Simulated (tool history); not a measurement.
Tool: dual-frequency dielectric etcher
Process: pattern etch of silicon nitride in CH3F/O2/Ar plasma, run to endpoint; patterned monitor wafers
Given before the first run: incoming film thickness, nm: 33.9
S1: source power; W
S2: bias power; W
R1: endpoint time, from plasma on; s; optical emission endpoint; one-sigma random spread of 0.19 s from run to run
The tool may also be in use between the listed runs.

run 1 hour=0.0 | S1=330 S2=82 | R1=53.576
run 2 hour=7.6 | S1=330 S2=93 | R1=51.169
run 3 hour=16.2 | S1=300 S2=93 | R1=53.740
run 4 hour=17.0 | S1=250 S2=93 | R1=58.880
run 5 hour=23.1 | S1=280 S2=93 | R1=55.554
-- hour=28.8 source power generator calibrated
run 6 hour=28.8 | S1=310 S2=93 | R1=52.090
run 7 hour=32.2 | S1=320 S2=93 | R1=51.305

Run 8, settings as shown, results not yet in. Your forecast:
run 8 hour=36.4 | S1=330 S2=93 | R1=?

{"run 8": {"R1": 50.835}}
